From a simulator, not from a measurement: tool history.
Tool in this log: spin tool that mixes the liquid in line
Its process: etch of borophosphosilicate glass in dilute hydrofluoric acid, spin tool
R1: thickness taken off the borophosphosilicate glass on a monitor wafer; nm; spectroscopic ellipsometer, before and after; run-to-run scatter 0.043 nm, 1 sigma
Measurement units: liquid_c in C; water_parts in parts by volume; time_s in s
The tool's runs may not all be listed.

run 1 hour=0.0 | liquid_c=26.0 water_parts=150 time_s=35 | R1=8.6705
run 2 hour=6.3 | liquid_c=26.0 water_parts=105 time_s=35 | R1=13.1840
run 3 hour=7.4 | liquid_c=26.0 water_parts=50 time_s=35 | R1=29.4920
run 4 hour=15.5 | liquid_c=26.0 water_parts=100 time_s=35 | R1=13.8940
run 5 hour=18.3 | liquid_c=24.0 water_parts=110 time_s=35 | R1=11.6040
run 6 hour=19.1 | liquid_c=22.5 water_parts=115 time_s=35 | R1=10.3130

What does the tool deliver on the next run?
run 7 hour=24.3 | liquid_c=21.5 water_parts=120 time_s=35 | R1=?

R1: 9.6202 nm

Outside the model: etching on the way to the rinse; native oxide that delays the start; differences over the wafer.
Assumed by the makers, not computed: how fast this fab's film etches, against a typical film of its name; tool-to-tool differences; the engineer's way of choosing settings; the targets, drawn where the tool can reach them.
